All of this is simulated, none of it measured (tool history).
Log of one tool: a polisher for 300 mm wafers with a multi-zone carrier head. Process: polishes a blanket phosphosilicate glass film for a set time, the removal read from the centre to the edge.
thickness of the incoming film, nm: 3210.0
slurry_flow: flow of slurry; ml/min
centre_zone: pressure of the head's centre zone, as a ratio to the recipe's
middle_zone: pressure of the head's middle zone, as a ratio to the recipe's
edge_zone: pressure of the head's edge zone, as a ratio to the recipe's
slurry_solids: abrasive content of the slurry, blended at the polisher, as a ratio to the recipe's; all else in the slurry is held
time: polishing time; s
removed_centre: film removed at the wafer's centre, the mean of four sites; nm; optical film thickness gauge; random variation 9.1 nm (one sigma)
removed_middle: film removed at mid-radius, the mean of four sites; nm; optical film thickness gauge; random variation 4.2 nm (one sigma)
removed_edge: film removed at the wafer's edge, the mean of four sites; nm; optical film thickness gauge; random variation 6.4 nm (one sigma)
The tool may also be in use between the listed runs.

run 1 hour=0.0 | slurry_flow=155 centre_zone=1.00 middle_zone=1.00 edge_zone=1.00 slurry_solids=1.00 time=52 | removed_centre=431.85 removed_middle=433.45 removed_edge=442.58
run 2 hour=6.1 | slurry_flow=155 centre_zone=1.00 middle_zone=1.03 edge_zone=1.00 slurry_solids=1.00 time=52 | removed_centre=431.54 removed_middle=454.09 removed_edge=434.38
run 3 hour=14.5 | slurry_flow=155 centre_zone=1.07 middle_zone=1.03 edge_zone=1.00 slurry_solids=1.00 time=52 | removed_centre=449.87 removed_middle=444.90 removed_edge=428.17
run 4 hour=18.9 | slurry_flow=155 centre_zone=1.03 middle_zone=1.03 edge_zone=1.00 slurry_solids=1.00 time=52 | removed_centre=436.74 removed_middle=449.35 removed_edge=431.29
run 5 hour=27.3 | slurry_flow=165 centre_zone=1.04 middle_zone=1.02 edge_zone=1.03 slurry_solids=1.10 time=53 | removed_centre=469.33 removed_middle=473.56 removed_edge=474.28
run 6 hour=29.6 | slurry_flow=175 centre_zone=1.06 middle_zone=1.02 edge_zone=1.05 slurry_solids=1.20 time=54 | removed_centre=517.90 removed_middle=507.97 removed_edge=516.27
run 7 hour=35.2 | slurry_flow=175 centre_zone=1.06 middle_zone=1.02 edge_zone=1.05 slurry_solids=1.20 time=54 | removed_centre=517.89 removed_middle=509.98 removed_edge=499.58
run 8 hour=38.0 | slurry_flow=180 centre_zone=1.06 middle_zone=1.01 edge_zone=1.07 slurry_solids=1.25 time=55 | removed_centre=541.34 removed_middle=531.79 removed_edge=527.72
run 9 hour=44.6 | slurry_flow=185 centre_zone=1.06 middle_zone=0.99 edge_zone=1.09 slurry_solids=1.30 time=56 | removed_centre=562.13 removed_middle=537.51 removed_edge=559.47
run 10 hour=45.1 | slurry_flow=185 centre_zone=1.06 middle_zone=0.99 edge_zone=1.09 slurry_solids=1.30 time=56 | removed_centre=566.32 removed_middle=533.20 removed_edge=559.35
run 11 hour=49.6 | slurry_flow=190 centre_zone=1.06 middle_zone=0.99 edge_zone=1.11 slurry_solids=1.35 time=56 | removed_centre=590.73 removed_middle=547.96 removed_edge=563.11
run 12 hour=51.6 | slurry_flow=185 centre_zone=1.05 middle_zone=0.98 edge_zone=1.11 slurry_solids=1.40 time=57 | removed_centre=598.68 removed_middle=558.23 removed_edge=579.67
run 13 hour=55.0 | slurry_flow=195 centre_zone=1.05 middle_zone=0.97 edge_zone=1.13 slurry_solids=1.40 time=57 | removed_centre=610.91 removed_middle=558.24 removed_edge=599.81
run 14 hour=59.0 | slurry_flow=200 centre_zone=1.05 middle_zone=0.97 edge_zone=1.14 slurry_solids=1.40 time=57 | removed_centre=607.74 removed_middle=560.63 removed_edge=585.66
run 15 hour=62.0 | slurry_flow=190 centre_zone=1.06 middle_zone=0.97 edge_zone=1.14 slurry_solids=1.40 time=58 | removed_centre=615.87 removed_middle=557.72 removed_edge=602.71
run 16 hour=70.3 | slurry_flow=195 centre_zone=1.05 middle_zone=0.97 edge_zone=1.15 slurry_solids=1.40 time=58 | removed_centre=598.97 removed_middle=566.03 removed_edge=617.48
run 17 hour=74.9 | slurry_flow=200 centre_zone=1.06 middle_zone=0.97 edge_zone=1.16 slurry_solids=1.40 time=58 | removed_centre=609.03 removed_middle=571.14 removed_edge=613.33
run 18 hour=82.6 | slurry_flow=200 centre_zone=1.06 middle_zone=0.97 edge_zone=1.17 slurry_solids=1.40 time=58 | removed_centre=595.74 removed_middle=571.16 removed_edge=616.28

The next listed run, before its measurement:
run 19 hour=89.9 | slurry_flow=230 centre_zone=1.11 middle_zone=0.95 edge_zone=1.19 slurry_solids=1.50 time=58 | removed_centre=? removed_middle=? removed_edge=?

removed_centre: 655.82 nm
removed_middle: 583.66 nm
removed_edge: 650.48 nm
